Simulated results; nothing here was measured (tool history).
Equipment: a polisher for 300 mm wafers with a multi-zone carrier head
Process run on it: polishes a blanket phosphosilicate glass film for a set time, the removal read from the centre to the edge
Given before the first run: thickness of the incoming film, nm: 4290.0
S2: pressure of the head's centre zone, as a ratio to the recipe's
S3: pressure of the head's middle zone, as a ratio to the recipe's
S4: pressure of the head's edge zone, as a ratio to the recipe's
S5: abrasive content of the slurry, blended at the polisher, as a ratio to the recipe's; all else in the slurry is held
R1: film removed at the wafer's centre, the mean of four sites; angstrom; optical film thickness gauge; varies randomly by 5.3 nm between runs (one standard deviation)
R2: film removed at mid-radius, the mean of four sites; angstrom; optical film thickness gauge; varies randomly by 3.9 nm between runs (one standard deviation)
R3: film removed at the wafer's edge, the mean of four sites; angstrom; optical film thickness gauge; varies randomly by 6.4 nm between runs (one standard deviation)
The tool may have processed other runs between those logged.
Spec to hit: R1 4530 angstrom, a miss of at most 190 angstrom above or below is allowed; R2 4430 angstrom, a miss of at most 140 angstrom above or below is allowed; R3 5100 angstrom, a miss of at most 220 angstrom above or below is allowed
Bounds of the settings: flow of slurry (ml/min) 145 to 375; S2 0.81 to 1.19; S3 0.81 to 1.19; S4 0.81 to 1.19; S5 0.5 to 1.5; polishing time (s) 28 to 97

{"run": 1, "hour": 0.0, "flow of slurry (ml/min)": 240, "S2": 1, "S3": 1, "S4": 1, "S5": 1, "polishing time (s)": 62, "R1": 7184.1, "R2": 7326.9, "R3": 7219.9}
{"run": 2, "hour": 8.8, "flow of slurry (ml/min)": 240, "S2": 1, "S3": 1, "S4": 1.04, "S5": 1, "polishing time (s)": 62, "R1": 7130.9, "R2": 7103.7, "R3": 7336}
{"run": 3, "hour": 11.0, "flow of slurry (ml/min)": 240, "S2": 1, "S3": 1, "S4": 1.04, "S5": 1, "polishing time (s)": 47, "R1": 5385.5, "R2": 5512, "R3": 5550.9}
{"run": 4, "hour": 17.9, "flow of slurry (ml/min)": 235, "S2": 0.99, "S3": 0.99, "S4": 1.04, "S5": 1, "polishing time (s)": 47, "R1": 5308.6, "R2": 5441.2, "R3": 5574.7}
{"run": 5, "hour": 21.7, "flow of slurry (ml/min)": 235, "S2": 0.98, "S3": 0.98, "S4": 1.04, "S5": 1, "polishing time (s)": 47, "R1": 5371.1, "R2": 5355.8, "R3": 5649.2}
{"run": 6, "hour": 23.1, "flow of slurry (ml/min)": 235, "S2": 0.98, "S3": 0.98, "S4": 1.04, "S5": 1, "polishing time (s)": 59, "R1": 6668, "R2": 6757.1, "R3": 7057.4}
{"run": 7, "hour": 29.1, "flow of slurry (ml/min)": 235, "S2": 0.98, "S3": 0.97, "S4": 1.04, "S5": 0.95, "polishing time (s)": 58, "R1": 6366, "R2": 6467.6, "R3": 6725.5}
{"run": 8, "hour": 34.0, "flow of slurry (ml/min)": 195, "S2": 0.92, "S3": 0.87, "S4": 1.05, "S5": 0.7, "polishing time (s)": 56, "R1": 4989.5, "R2": 5040.6, "R3": 5784.7}
{"run": 9, "hour": 39.6, "flow of slurry (ml/min)": 185, "S2": 0.92, "S3": 0.82, "S4": 0.97, "S5": 0.5, "polishing time (s)": 55, "R1": 4300.3, "R2": 4038.4, "R3": 4694.1}
{"run": 10, "hour": 44.0, "flow of slurry (ml/min)": 190, "S2": 0.92, "S3": 0.82, "S4": 0.98, "S5": 0.5, "polishing time (s)": 55, "R1": 4346.5, "R2": 4084.3, "R3": 4713.6}
{"run": 11, "hour": 49.8, "flow of slurry (ml/min)": 195, "S2": 0.92, "S3": 0.82, "S4": 0.99, "S5": 0.5, "polishing time (s)": 55, "R1": 4390.4, "R2": 4118.1, "R3": 4774.6}
{"run": 12, "hour": 56.4, "flow of slurry (ml/min)": 200, "S2": 0.92, "S3": 0.82, "S4": 1, "S5": 0.5, "polishing time (s)": 55, "R1": 4288.6, "R2": 4081.1, "R3": 4885.2}
{"run": 13, "hour": 57.8, "flow of slurry (ml/min)": 200, "S2": 0.92, "S3": 0.83, "S4": 1, "S5": 0.5, "polishing time (s)": 55, "R1": 4266.9, "R2": 4181.3, "R3": 4814}

Exercise: of the 4 proposed moves below, exactly one satisfies all targets within the stated allowed misses. Which move is it?
{"run": "A", "hour": 59.2, "flow of slurry (ml/min)": 185, "S2": 1.03, "S3": 0.81, "S4": 0.9, "S5": 0.5, "polishing time (s)": 52, "R1": "?", "R2": "?", "R3": "?"}
{"run": "B", "hour": 59.2, "flow of slurry (ml/min)": 180, "S2": 0.86, "S3": 0.81, "S4": 0.81, "S5": 0.85, "polishing time (s)": 48, "R1": "?", "R2": "?", "R3": "?"}
{"run": "C", "hour": 59.2, "flow of slurry (ml/min)": 225, "S2": 1, "S3": 0.89, "S4": 0.98, "S5": 0.5, "polishing time (s)": 52, "R1": "?", "R2": "?", "R3": "?"}
{"run": "D", "hour": 59.2, "flow of slurry (ml/min)": 160, "S2": 0.89, "S3": 0.82, "S4": 0.92, "S5": 0.5, "polishing time (s)": 63, "R1": "?", "R2": "?", "R3": "?"}

move=A R1=4522 R2=3784.3 R3=4317.4
move=B R1=4241 R2=4264 R3=4642.2
move=C R1=4550.6 R2=4214.2 R3=4595.5
move=D R1=4576.8 R2=4501.1 R3=5172.8
A: misses by more than the last run did
B: misses by more than the last run did
C: misses by more than the last run did
D: in spec on every target
Go with D: it meets all targets.

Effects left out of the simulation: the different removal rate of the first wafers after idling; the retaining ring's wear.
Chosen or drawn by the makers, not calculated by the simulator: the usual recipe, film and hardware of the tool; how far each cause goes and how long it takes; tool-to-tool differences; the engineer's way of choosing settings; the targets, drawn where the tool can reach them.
